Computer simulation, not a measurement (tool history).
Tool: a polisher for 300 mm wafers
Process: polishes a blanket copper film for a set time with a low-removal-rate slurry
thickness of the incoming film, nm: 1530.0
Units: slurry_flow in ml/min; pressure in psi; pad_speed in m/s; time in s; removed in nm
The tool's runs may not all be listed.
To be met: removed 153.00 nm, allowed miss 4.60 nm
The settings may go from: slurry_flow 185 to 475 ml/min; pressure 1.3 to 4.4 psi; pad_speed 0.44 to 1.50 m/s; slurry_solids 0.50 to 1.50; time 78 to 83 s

| run | hour | slurry_flow | pressure | pad_speed | slurry_solids | time | removed |
|---|---|---|---|---|---|---|---|
| 1 | 0.0 | 305 | 2.8 | 0.96 | 1.00 | 78 | 220.48 |
| 2 | 4.9 | 305 | 2.8 | 1.20 | 1.00 | 78 | 274.05 |
| 3 | 9.3 | 305 | 2.6 | 1.20 | 1.00 | 78 | 251.88 |
| 4 | 13.1 | 305 | 2.6 | 1.20 | 0.90 | 78 | 249.63 |
| 5 | 18.7 | 305 | 2.6 | 1.20 | 0.90 | 83 | 262.35 |
| 6 | 21.2 | 305 | 2.6 | 1.20 | 0.90 | 78 | 246.31 |
| 7 | 26.8 | 305 | 2.5 | 1.20 | 0.90 | 78 | 237.63 |
| 8 | 29.5 | 305 | 2.5 | 1.20 | 0.90 | 78 | 240.12 |
| 9 | 37.3 | 300 | 1.7 | 1.18 | 0.90 | 78 | 164.09 |

Which of these 5 next moves meets every target?
| A | 45.1 | 305 | 1.8 | 1.20 | 0.85 | 79 | ? |
| B | 45.1 | 285 | 1.8 | 1.16 | 1.05 | 83 | ? |
| C | 45.1 | 430 | 1.7 | 1.08 | 0.80 | 82 | ? |
| D | 45.1 | 245 | 1.9 | 1.12 | 0.90 | 81 | ? |
| E | 45.1 | 305 | 1.9 | 1.16 | 0.85 | 79 | ? |

| move | removed |
|---|---|
| A | 173.71 |
| B | 184.63 |
| C | 154.67 |
| D | 175.56 |
| E | 176.97 |
A: further off than the last run
B: further off than the last run
C: meets every target
D: further off than the last run
E: further off than the last run
The right move is C.
